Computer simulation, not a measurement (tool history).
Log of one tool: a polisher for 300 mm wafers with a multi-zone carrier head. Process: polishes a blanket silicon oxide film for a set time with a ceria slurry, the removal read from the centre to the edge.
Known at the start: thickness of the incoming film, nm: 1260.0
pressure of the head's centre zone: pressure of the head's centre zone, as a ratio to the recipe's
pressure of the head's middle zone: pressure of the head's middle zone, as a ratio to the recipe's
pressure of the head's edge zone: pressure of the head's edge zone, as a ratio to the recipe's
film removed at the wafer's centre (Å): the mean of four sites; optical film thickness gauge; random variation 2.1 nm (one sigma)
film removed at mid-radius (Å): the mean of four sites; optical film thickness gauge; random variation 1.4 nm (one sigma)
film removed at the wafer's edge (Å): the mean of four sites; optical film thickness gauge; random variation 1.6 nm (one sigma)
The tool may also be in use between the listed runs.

| run | day | flow of slurry (ml/min) | pressure of the head's centre zone | pressure of the head's middle zone | pressure of the head's edge zone | polishing time (s) | film removed at the wafer's centre (Å) | film removed at mid-radius (Å) | film removed at the wafer's edge (Å) |
|---|---|---|---|---|---|---|---|---|---|
| 1 | 0.000 | 190 | 1.00 | 1.00 | 1.00 | 58 | 2321.2 | 2232.9 | 2238.5 |
| 2 | 0.038 | 180 | 1.01 | 0.95 | 0.99 | 51 | 1990.5 | 1829.1 | 1981.9 |
| 3 | 0.246 | 180 | 1.01 | 0.95 | 0.91 | 51 | 2040.0 | 1842.0 | 1894.0 |
| 4 | 0.417 | 175 | 1.02 | 0.92 | 0.89 | 46 | 1842.5 | 1640.1 | 1705.1 |
| 5 | 0.475 | 175 | 1.09 | 0.92 | 0.89 | 46 | 1944.1 | 1604.9 | 1681.9 |
| 6 | 0.733 | 170 | 1.08 | 0.89 | 0.89 | 43 | 1833.8 | 1482.2 | 1589.2 |
| 7 | 0.979 | 165 | 1.07 | 0.87 | 0.90 | 41 | 1681.7 | 1366.4 | 1473.1 |
| 8 | 1.075 | 155 | 1.07 | 0.85 | 0.93 | 41 | 1692.7 | 1327.2 | 1514.7 |

Run 9 comes next. What will it give?
| 9 | 1.175 | 150 | 1.06 | 0.84 | 0.93 | 40 | ? | ? | ? |

Run 9 gave film removed at the wafer's centre (Å) 1609.3, film removed at mid-radius (Å) 1278.9, film removed at the wafer's edge (Å) 1476.5.
